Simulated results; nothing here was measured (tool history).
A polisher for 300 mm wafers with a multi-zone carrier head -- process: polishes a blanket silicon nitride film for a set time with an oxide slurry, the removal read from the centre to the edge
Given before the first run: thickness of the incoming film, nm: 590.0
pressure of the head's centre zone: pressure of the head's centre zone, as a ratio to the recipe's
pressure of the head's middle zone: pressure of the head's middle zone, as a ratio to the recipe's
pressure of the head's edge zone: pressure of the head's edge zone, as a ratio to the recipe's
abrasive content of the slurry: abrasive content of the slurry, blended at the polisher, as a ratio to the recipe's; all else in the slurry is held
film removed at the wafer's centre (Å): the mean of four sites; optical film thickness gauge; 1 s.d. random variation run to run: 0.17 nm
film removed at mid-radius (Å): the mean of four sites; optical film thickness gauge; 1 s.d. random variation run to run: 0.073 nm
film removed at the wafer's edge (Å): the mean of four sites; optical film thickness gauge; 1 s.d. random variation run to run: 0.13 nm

run	hour	flow of slurry (ml/min)	pressure of the head's centre zone	pressure of the head's middle zone	pressure of the head's edge zone	abrasive content of the slurry	polishing time (s)	film removed at the wafer's centre (Å)	film removed at mid-radius (Å)	film removed at the wafer's edge (Å)
1	0.0	255	1.00	1.00	1.00	1.00	36	228.64	224.77	220.97
2	0.9	285	1.00	1.00	1.00	1.00	36	228.27	231.52	220.95
3	6.1	285	1.00	1.00	1.00	1.00	27	175.58	173.34	170.10
4	9.8	245	1.00	1.00	1.00	1.00	27	172.40	167.90	165.19
5	14.9	245	1.00	0.93	1.00	1.00	27	171.33	161.18	163.82
6	20.1	245	1.00	0.93	0.94	1.00	27	171.23	161.71	163.89
7	28.6	245	1.03	0.96	0.92	0.85	26	151.99	149.51	141.75
8	34.7	235	1.06	0.94	0.91	0.75	26	148.38	135.48	135.13

Predict the results of run 9:
9	42.2	235	1.08	0.95	0.88	0.70	26	?	?	?

For run 9 the tool returned film removed at the wafer's centre (Å) 144.93, film removed at mid-radius (Å) 134.93, film removed at the wafer's edge (Å) 125.00.
